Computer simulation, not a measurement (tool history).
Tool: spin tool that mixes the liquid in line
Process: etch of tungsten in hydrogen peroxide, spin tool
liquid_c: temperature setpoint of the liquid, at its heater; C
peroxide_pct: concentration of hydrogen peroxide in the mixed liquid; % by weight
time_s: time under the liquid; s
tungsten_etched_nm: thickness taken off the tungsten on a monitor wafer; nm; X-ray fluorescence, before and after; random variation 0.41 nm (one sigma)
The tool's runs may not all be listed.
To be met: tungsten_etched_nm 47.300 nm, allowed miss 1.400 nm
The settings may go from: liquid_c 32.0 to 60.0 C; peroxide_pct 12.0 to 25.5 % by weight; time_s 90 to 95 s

| run | hour | liquid_c | peroxide_pct | time_s | tungsten_etched_nm |
|---|---|---|---|---|---|
| 1 | 0.0 | 44.0 | 17.5 | 90 | 65.605 |
| 2 | 5.8 | 42.5 | 17.5 | 90 | 59.455 |
| 3 | 14.4 | 41.5 | 17.5 | 90 | 56.131 |
| 4 | 19.2 | 40.5 | 17.5 | 90 | 52.474 |
| 5 | 27.4 | 40.5 | 16.0 | 90 | 50.450 |
| 6 | 35.8 | 37.0 | 16.0 | 90 | 40.306 |
| 7 | 42.7 | 38.0 | 16.0 | 90 | 43.032 |
| 8 | 46.7 | 38.5 | 16.0 | 90 | 44.002 |

Which of these 5 next moves meets every target?
| A | 50.7 | 41.0 | 15.5 | 90 | ? |
| B | 50.7 | 37.5 | 16.0 | 90 | ? |
| C | 50.7 | 37.5 | 17.0 | 90 | ? |
| D | 50.7 | 37.0 | 20.0 | 95 | ? |
| E | 50.7 | 40.5 | 16.0 | 90 | ? |

| move | tungsten_etched_nm |
|---|---|
| A | 51.053 |
| B | 41.258 |
| C | 42.528 |
| D | 47.104 |
| E | 50.217 |
A: takes the result that was furthest off past its target
B: further off than the last run
C: further off than the last run
D: meets every target
E: takes the result that was furthest off past its target
Answer: D

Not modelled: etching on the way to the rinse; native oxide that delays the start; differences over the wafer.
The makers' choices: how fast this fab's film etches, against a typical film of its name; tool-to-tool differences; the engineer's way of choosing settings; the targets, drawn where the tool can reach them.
